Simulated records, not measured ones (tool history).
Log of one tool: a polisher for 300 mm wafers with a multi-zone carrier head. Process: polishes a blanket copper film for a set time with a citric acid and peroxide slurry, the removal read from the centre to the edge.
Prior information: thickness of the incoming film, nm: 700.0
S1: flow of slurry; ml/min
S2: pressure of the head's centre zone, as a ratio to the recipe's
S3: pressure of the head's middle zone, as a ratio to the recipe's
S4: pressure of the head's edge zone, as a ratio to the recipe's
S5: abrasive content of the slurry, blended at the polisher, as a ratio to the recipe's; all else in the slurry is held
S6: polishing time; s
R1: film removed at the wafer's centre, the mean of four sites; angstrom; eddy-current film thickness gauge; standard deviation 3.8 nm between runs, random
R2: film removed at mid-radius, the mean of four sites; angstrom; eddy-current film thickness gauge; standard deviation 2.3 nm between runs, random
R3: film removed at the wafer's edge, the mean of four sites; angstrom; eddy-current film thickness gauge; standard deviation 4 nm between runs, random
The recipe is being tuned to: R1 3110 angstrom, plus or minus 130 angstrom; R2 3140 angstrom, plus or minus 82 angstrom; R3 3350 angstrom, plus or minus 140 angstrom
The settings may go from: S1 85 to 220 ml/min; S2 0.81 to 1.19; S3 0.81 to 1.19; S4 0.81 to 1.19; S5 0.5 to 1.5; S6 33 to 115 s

run	hour	S1	S2	S3	S4	S5	S6	R1	R2	R3
1	0	140	1	1	1	1	73	2468.1	2355.3	2268.3
2	8.9	145	0.99	1	1.03	1.1	75	2547.3	2502.9	2429.3
3	14.7	150	0.99	0.99	1.05	1.15	77	2592.9	2573.4	2584.8
4	23.3	150	0.99	1.07	1.05	1.15	77	2606.9	2747.9	2523.6
# hour 28.6: edge zone pressure recalibrated
5	28.6	155	1	1.06	1.07	1.2	78	2723.1	2782.2	2745.2
6	35	160	1.01	1.07	1.08	1.2	78	2785.2	2809.8	2811.2
7	43.1	165	1.01	1.08	1.09	1.2	78	2757.9	2834.6	2740.2
8	44.4	165	1.02	1.08	1.1	1.25	78	2899.3	2936.5	2745.9
9	44.9	170	1.01	1.06	1.11	1.3	79	2846.1	2908	2926
10	46.4	175	1.01	1.06	1.12	1.35	79	2917.2	2963.3	2924.3
11	52.4	175	1.01	1.05	1.13	1.35	80	3030	2992.6	2951.5
12	56.1	175	0.99	1.03	1.14	1.35	81	2899.9	2971.5	2997.2
13	60.3	175	0.99	1.02	1.15	1.35	82	2985.3	2949.4	3039.6
14	64.8	175	0.98	1.02	1.16	1.35	83	3007.3	2994.9	3008.1
15	71.6	180	0.97	1.01	1.15	1.35	83	2960.2	2963.9	3023.7
16	73.7	175	0.97	1.01	1.16	1.35	84	2926.6	2990.2	3118.1
17	81.4	175	0.97	1	1.18	1.45	85	2966.4	3073.8	3260.3

Which of these 5 next moves meets every target?
A	89.1	155	0.95	1.01	1.19	1.5	85	?	?	?
B	89.1	155	0.94	0.96	1.07	1.25	94	?	?	?
C	89.1	210	1.04	0.93	1.18	1.35	85	?	?	?
D	89.1	145	0.9	1.05	1.16	1.5	85	?	?	?
E	89.1	205	1.02	0.95	1.17	1.4	85	?	?	?

move	R1	R2	R3
A	2971.6	3027.5	3202
B	3147.7	3107.3	3295.3
C	3379.7	2915.2	3254.1
D	2771.9	3087.5	3137.8
E	3323.3	2976.7	3254.9
A: moves away from the targets compared with the last run
B: all results land within tolerance of their targets
C: moves the result that the last run missed by most past its target, out the other side
D: moves away from the targets compared with the last run
E: moves the result that the last run missed by most past its target, out the other side
The move that meets every target is B.

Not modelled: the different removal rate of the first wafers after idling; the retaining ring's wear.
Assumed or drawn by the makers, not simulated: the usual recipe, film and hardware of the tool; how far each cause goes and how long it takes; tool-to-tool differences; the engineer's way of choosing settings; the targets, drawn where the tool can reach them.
